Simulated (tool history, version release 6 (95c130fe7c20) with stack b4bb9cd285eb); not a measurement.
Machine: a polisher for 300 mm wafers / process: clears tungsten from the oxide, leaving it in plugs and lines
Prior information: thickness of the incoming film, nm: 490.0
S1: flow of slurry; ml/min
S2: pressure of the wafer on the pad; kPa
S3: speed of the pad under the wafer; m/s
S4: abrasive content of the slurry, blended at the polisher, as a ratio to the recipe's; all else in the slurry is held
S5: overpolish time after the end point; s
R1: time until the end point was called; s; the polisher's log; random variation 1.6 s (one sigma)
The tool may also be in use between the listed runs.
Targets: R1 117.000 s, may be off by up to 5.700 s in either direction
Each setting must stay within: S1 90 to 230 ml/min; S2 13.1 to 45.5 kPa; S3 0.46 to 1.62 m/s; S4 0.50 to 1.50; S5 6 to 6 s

{"run": 1, "day": 0.0, "S1": 150, "S2": 29.0, "S3": 1.04, "S4": 1.0, "S5": 6, "R1": 79.934}
{"run": 2, "day": 0.058, "S1": 150, "S2": 25.5, "S3": 1.04, "S4": 1.0, "S5": 6, "R1": 89.263}
{"run": 3, "day": 0.279, "S1": 180, "S2": 25.5, "S3": 1.04, "S4": 1.0, "S5": 6, "R1": 85.253}
{"run": 4, "day": 0.55, "S1": 175, "S2": 22.8, "S3": 1.04, "S4": 1.0, "S5": 6, "R1": 95.024}
{"run": 5, "day": 0.683, "S1": 175, "S2": 22.8, "S3": 1.3, "S4": 1.0, "S5": 6, "R1": 79.687}
{"run": 6, "day": 0.783, "S1": 175, "S2": 26.9, "S3": 1.3, "S4": 1.0, "S5": 6, "R1": 69.802}
{"run": 7, "day": 0.85, "S1": 175, "S2": 26.9, "S3": 1.3, "S4": 1.0, "S5": 6, "R1": 68.327}
{"run": 8, "day": 1.042, "S1": 170, "S2": 22.8, "S3": 1.28, "S4": 1.0, "S5": 6, "R1": 82.016}
{"run": 9, "day": 1.417, "S1": 165, "S2": 20.0, "S3": 1.28, "S4": 1.0, "S5": 6, "R1": 91.118}
{"run": 10, "day": 1.604, "S1": 160, "S2": 13.1, "S3": 1.26, "S4": 1.0, "S5": 6, "R1": 134.54}
{"run": 11, "day": 1.725, "S1": 170, "S2": 13.8, "S3": 1.26, "S4": 1.0, "S5": 6, "R1": 127.56}

Next run, 4 choices. One meets every target within its allowed miss, the rest don't. Which?
{"run": "A", "day": 1.846, "S1": 195, "S2": 13.8, "S3": 1.24, "S4": 1.0, "S5": 6, "R1": "?"}
{"run": "B", "day": 1.846, "S1": 165, "S2": 17.9, "S3": 1.3, "S4": 0.9, "S5": 6, "R1": "?"}
{"run": "C", "day": 1.846, "S1": 200, "S2": 17.2, "S3": 1.14, "S4": 0.85, "S5": 6, "R1": "?"}
{"run": "D", "day": 1.846, "S1": 200, "S2": 13.8, "S3": 1.62, "S4": 1.0, "S5": 6, "R1": "?"}

move=A R1=126.250
move=B R1=101.770
move=C R1=114.700
move=D R1=101.250
A: nearer than the last run, and not there yet
B: the result that was furthest off in the last run now lies on the other side of its target
C: every result within its allowed miss
D: the result that was furthest off in the last run now lies on the other side of its target
Move C is the one to make.
